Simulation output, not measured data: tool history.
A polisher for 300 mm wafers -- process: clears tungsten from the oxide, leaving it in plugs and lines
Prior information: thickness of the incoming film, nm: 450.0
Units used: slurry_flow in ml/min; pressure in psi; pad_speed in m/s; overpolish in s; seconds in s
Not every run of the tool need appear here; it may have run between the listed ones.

run 1 day=0 | slurry_flow=255 pressure=2.9 pad_speed=0.82 slurry_solids=1 overpolish=12 | seconds=154.36
run 2 day=0.225 | slurry_flow=255 pressure=2.7 pad_speed=0.82 slurry_solids=1 overpolish=12 | seconds=166.13
run 3 day=0.4 | slurry_flow=255 pressure=2.7 pad_speed=0.82 slurry_solids=1.2 overpolish=12 | seconds=161.78
run 4 day=0.654 | slurry_flow=255 pressure=2.7 pad_speed=0.82 slurry_solids=1.2 overpolish=9 | seconds=160.82
run 5 day=0.871 | slurry_flow=255 pressure=2.6 pad_speed=0.82 slurry_solids=1.2 overpolish=9 | seconds=164.94
run 6 day=1.038 | slurry_flow=255 pressure=2.5 pad_speed=0.82 slurry_solids=1.2 overpolish=9 | seconds=171.47
run 7 day=1.129 | slurry_flow=255 pressure=2.4 pad_speed=0.82 slurry_solids=1.2 overpolish=9 | seconds=180.9
run 8 day=1.45 | slurry_flow=255 pressure=2.3 pad_speed=0.82 slurry_solids=1.2 overpolish=9 | seconds=182.17

Run 9, settings as shown, results not yet in. Your forecast:
run 9 day=1.721 | slurry_flow=255 pressure=2.2 pad_speed=0.82 slurry_solids=1.2 overpolish=9 | seconds=?

{"run 9": {"seconds": 187.46}}
